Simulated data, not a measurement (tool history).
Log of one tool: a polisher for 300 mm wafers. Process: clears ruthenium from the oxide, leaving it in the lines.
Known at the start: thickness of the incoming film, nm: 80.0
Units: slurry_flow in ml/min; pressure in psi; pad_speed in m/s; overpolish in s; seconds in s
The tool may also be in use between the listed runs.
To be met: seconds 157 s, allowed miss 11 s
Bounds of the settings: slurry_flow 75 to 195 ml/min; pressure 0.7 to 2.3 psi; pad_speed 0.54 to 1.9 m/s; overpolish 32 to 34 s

| run | day | slurry_flow | pressure | pad_speed | overpolish | seconds |
|---|---|---|---|---|---|---|
| 1 | 0 | 125 | 1.5 | 1.22 | 32 | 66.814 |
| 2 | 0.25 | 125 | 1.5 | 1.4 | 32 | 57.229 |
| 3 | 0.608 | 125 | 1.7 | 1.4 | 32 | 51.852 |
| 4 | 0.912 | 125 | 1.7 | 1.4 | 32 | 50.047 |
| 5 | 1.05 | 120 | 1.4 | 1.24 | 32 | 68.032 |
| 6 | 1.408 | 120 | 1.2 | 1.06 | 32 | 93.11 |
| 7 | 1.567 | 120 | 1.1 | 0.98 | 32 | 103.67 |
| 8 | 1.612 | 110 | 0.7 | 0.7 | 32 | 233.87 |
| 9 | 1.762 | 120 | 0.8 | 0.7 | 32 | 202.78 |

Which of these 5 next moves meets every target?
| A | 1.912 | 105 | 1 | 0.92 | 32 | ? |
| B | 1.912 | 90 | 0.9 | 0.74 | 33 | ? |
| C | 1.912 | 75 | 1 | 0.72 | 32 | ? |
| D | 1.912 | 105 | 1 | 0.64 | 32 | ? |
| E | 1.912 | 105 | 1.1 | 0.7 | 34 | ? |

| move | seconds |
|---|---|
| A | 130.9 |
| B | 184.44 |
| C | 182.62 |
| D | 181.11 |
| E | 152.75 |
A: takes the result that was furthest off past its target
B: nearer than the last run, and not there yet
C: nearer than the last run, and not there yet
D: nearer than the last run, and not there yet
E: meets every target
Move E is the one to make.
